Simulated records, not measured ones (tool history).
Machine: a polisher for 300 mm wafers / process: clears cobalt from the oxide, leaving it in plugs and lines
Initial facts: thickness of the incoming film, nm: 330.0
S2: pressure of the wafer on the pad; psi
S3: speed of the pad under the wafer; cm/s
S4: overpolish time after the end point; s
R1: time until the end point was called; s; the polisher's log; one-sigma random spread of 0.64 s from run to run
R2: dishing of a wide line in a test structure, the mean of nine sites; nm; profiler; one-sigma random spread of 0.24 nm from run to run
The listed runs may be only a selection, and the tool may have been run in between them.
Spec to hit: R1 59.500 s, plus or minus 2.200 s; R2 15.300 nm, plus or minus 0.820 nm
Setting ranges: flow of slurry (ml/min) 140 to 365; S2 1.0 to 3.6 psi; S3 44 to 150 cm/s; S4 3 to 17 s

run 1 day=0.000 | flow_of_slurry_(ml/min)=235 S2=2.3 S3=96 S4=9 | R1=71.336 R2=30.497
run 2 day=0.296 | flow_of_slurry_(ml/min)=235 S2=2.3 S3=78 S4=9 | R1=86.730 R2=26.516
run 3 day=0.492 | flow_of_slurry_(ml/min)=235 S2=2.3 S3=62 S4=9 | R1=109.260 R2=22.743
run 4 day=0.862 | flow_of_slurry_(ml/min)=290 S2=2.3 S3=62 S4=9 | R1=107.000 R2=23.317
run 5 day=0.954 | flow_of_slurry_(ml/min)=290 S2=2.3 S3=62 S4=6 | R1=105.570 R2=16.652
run 6 day=1.129 | flow_of_slurry_(ml/min)=290 S2=2.3 S3=62 S4=8 | R1=107.390 R2=21.508
run 7 day=1.288 | flow_of_slurry_(ml/min)=240 S2=2.7 S3=62 S4=6 | R1=95.479 R2=18.671
run 8 day=1.342 | flow_of_slurry_(ml/min)=255 S2=2.8 S3=70 S4=5 | R1=81.552 R2=18.009
run 9 day=1.700 | flow_of_slurry_(ml/min)=290 S2=3.0 S3=70 S4=4 | R1=75.706 R2=16.079
run 10 day=1.804 | flow_of_slurry_(ml/min)=305 S2=3.2 S3=70 S4=4 | R1=71.433 R2=16.649
run 11 day=1.962 | flow_of_slurry_(ml/min)=325 S2=3.3 S3=70 S4=4 | R1=69.665 R2=17.088
run 12 day=2.296 | flow_of_slurry_(ml/min)=340 S2=3.4 S3=72 S4=4 | R1=65.978 R2=17.697
run 13 day=2.633 | flow_of_slurry_(ml/min)=325 S2=3.5 S3=72 S4=4 | R1=63.587 R2=18.384

Exactly one of the 4 candidate moves below puts every result within its allowed miss. Which one?
run A day=2.971 | flow_of_slurry_(ml/min)=340 S2=3.6 S3=76 S4=3 | R1=? R2=?
run B day=2.971 | flow_of_slurry_(ml/min)=260 S2=3.5 S3=74 S4=5 | R1=? R2=?
run C day=2.971 | flow_of_slurry_(ml/min)=335 S2=3.4 S3=68 S4=6 | R1=? R2=?
run D day=2.971 | flow_of_slurry_(ml/min)=345 S2=2.5 S3=90 S4=3 | R1=? R2=?

move=A R1=60.148 R2=15.459
move=B R1=64.922 R2=21.957
move=C R1=70.487 R2=23.690
move=D R1=70.024 R2=13.580
A: meets every target
B: further off than the last run
C: further off than the last run
D: takes the biggest miss from the last run beyond its target
Move A is the one to make.

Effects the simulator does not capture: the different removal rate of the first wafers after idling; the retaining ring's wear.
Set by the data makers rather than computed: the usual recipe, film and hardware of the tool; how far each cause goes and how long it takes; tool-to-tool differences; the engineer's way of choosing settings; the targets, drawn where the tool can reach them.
